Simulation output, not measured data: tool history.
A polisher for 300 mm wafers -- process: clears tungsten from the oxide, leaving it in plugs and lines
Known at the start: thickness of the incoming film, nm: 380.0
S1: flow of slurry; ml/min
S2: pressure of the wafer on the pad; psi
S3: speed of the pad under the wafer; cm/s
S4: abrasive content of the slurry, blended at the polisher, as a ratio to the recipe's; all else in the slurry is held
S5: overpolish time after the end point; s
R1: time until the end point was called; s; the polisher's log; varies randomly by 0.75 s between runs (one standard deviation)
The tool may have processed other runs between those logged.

{"run": 1, "hour": 0.0, "S1": 220, "S2": 4.5, "S3": 128, "S4": 1.0, "S5": 7, "R1": 49.496}
{"run": 2, "hour": 6.3, "S1": 220, "S2": 4.7, "S3": 128, "S4": 1.0, "S5": 7, "R1": 48.774}
{"run": 3, "hour": 7.3, "S1": 220, "S2": 4.7, "S3": 128, "S4": 1.0, "S5": 7, "R1": 47.836}
{"run": 4, "hour": 15.8, "S1": 220, "S2": 3.7, "S3": 128, "S4": 1.0, "S5": 7, "R1": 60.546}
{"run": 5, "hour": 18.3, "S1": 195, "S2": 3.7, "S3": 128, "S4": 1.0, "S5": 7, "R1": 59.784}
{"run": 6, "hour": 19.5, "S1": 195, "S2": 4.2, "S3": 130, "S4": 1.0, "S5": 7, "R1": 54.614}
{"hour": 25.3, "done": "head pressure recalibrated"}
{"run": 7, "hour": 25.3, "S1": 200, "S2": 4.6, "S3": 132, "S4": 1.0, "S5": 7, "R1": 52.522}

Expected results for the next run?
{"run": 8, "hour": 33.2, "S1": 220, "S2": 4.8, "S3": 132, "S4": 1.0, "S5": 7, "R1": "?"}

R1: 52.194 s

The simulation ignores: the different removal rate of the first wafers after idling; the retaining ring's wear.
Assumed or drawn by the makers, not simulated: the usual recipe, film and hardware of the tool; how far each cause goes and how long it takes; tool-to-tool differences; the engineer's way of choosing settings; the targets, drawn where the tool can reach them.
